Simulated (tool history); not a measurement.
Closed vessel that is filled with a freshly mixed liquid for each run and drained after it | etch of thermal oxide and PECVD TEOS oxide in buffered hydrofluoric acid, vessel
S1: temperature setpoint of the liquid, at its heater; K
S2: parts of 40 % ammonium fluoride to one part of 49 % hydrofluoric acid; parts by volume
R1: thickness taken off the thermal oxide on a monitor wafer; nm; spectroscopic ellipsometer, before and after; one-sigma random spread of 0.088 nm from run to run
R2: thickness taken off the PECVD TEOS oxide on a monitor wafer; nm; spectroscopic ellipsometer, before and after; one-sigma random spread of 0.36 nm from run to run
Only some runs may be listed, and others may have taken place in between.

Run 1, hour 0.0: S1 295.15 K, S2 11.5 parts by volume, time in the liquid (s) 60. Result: R1 57.818 nm, R2 107.480 nm.
Run 2, hour 1.7: S1 294.65 K, S2 12.0 parts by volume, time in the liquid (s) 60. Result: R1 53.616 nm, R2 101.820 nm.
Run 3, hour 6.1: S1 294.65 K, S2 12.0 parts by volume, time in the liquid (s) 40. Result: R1 35.596 nm, R2 66.830 nm.
Run 4, hour 13.0: S1 294.15 K, S2 12.0 parts by volume, time in the liquid (s) 40. Result: R1 34.949 nm, R2 65.665 nm.
Run 5, hour 17.8: S1 293.65 K, S2 12.0 parts by volume, time in the liquid (s) 40. Result: R1 33.794 nm, R2 63.652 nm.
Run 6, hour 24.5: S1 293.15 K, S2 12.0 parts by volume, time in the liquid (s) 40. Result: R1 32.857 nm, R2 62.204 nm.

Expected results for the next run?
Run 7, hour 31.8: S1 292.65 K, S2 12.0 parts by volume, time in the liquid (s) 40. Result: R1 ?, R2 ?.

{"run 7": {"R1": 32.037, "R2": 60.421}}
